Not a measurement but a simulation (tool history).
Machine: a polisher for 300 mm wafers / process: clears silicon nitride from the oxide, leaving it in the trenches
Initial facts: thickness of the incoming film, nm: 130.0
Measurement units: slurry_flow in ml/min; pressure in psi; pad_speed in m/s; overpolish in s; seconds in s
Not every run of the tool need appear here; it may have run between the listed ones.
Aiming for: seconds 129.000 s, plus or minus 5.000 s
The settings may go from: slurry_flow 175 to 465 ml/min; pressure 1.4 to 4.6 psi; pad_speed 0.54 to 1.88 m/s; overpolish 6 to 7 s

run	hour	slurry_flow	pressure	pad_speed	overpolish	seconds
1	0.0	295	3.0	1.20	7	87.721
2	5.1	295	2.8	1.20	7	93.156
3	6.9	295	2.8	1.20	7	91.865
4	10.6	295	2.8	1.32	7	86.225
5	17.4	295	2.8	1.32	7	86.110
6	24.3	295	2.6	1.32	7	90.896
7	30.4	295	2.4	1.32	7	96.992
8	39.3	295	2.3	1.32	7	102.160
9	43.9	295	2.2	1.32	7	107.360
10	50.8	295	2.1	1.32	7	108.680
11	53.2	295	2.0	1.32	7	116.320
12	56.3	295	1.7	1.32	7	135.150

Which one of the following 4 next-run settings gets every result inside its allowed miss? There is exactly one.
A	59.4	315	1.8	1.14	6	?
B	59.4	240	1.6	1.34	6	?
C	59.4	325	1.7	1.24	7	?
D	59.4	290	1.7	1.36	7	?

move	seconds
A	146.480
B	145.790
C	143.040
D	133.560
A: moves away from the targets compared with the last run
B: moves away from the targets compared with the last run
C: moves away from the targets compared with the last run
D: meets every target
The right move is D.
